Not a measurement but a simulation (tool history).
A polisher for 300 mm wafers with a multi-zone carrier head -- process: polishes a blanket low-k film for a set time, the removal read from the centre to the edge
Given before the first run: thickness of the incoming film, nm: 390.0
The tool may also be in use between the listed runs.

run	hour	flow of slurry (ml/min)	pressure of the head's centre zone	pressure of the head's middle zone	pressure of the head's edge zone	abrasive content of the slurry	polishing time (s)	film removed at the wafer's centre (angstrom)	film removed at mid-radius (angstrom)	film removed at the wafer's edge (angstrom)
1	0	200	1	1	1	1	34	90.937	93.075	90.236
2	1.7	200	1	0.93	1	1	34	90.853	89.552	90.53
3	8.2	200	1	0.96	1	1	34	89.769	92.261	90.107
4	10.9	200	1	0.96	1	1.1	34	94.491	95.192	94.802
5	12.3	225	1	0.96	1	1.1	34	96.532	96.139	95.17
6	16	185	1	0.96	1	1.1	34	94.58	94.5	94.24
7	23.7	185	1.01	0.96	0.98	1	33	88.019	87.685	87.208
8	25	200	1.02	0.97	0.96	0.9	32	81.822	82.242	77.161
9	31.6	200	1.02	0.95	0.95	0.85	32	79.587	78.74	75.393
10	32.8	205	1.02	0.94	0.94	0.8	32	77.354	75.084	73.426

For run 11, what comes out?
11	40.5	210	1.03	0.95	0.93	0.75	32	?	?	?

film removed at the wafer's centre (angstrom): 74.637
film removed at mid-radius (angstrom): 72.45
film removed at the wafer's edge (angstrom): 69.806

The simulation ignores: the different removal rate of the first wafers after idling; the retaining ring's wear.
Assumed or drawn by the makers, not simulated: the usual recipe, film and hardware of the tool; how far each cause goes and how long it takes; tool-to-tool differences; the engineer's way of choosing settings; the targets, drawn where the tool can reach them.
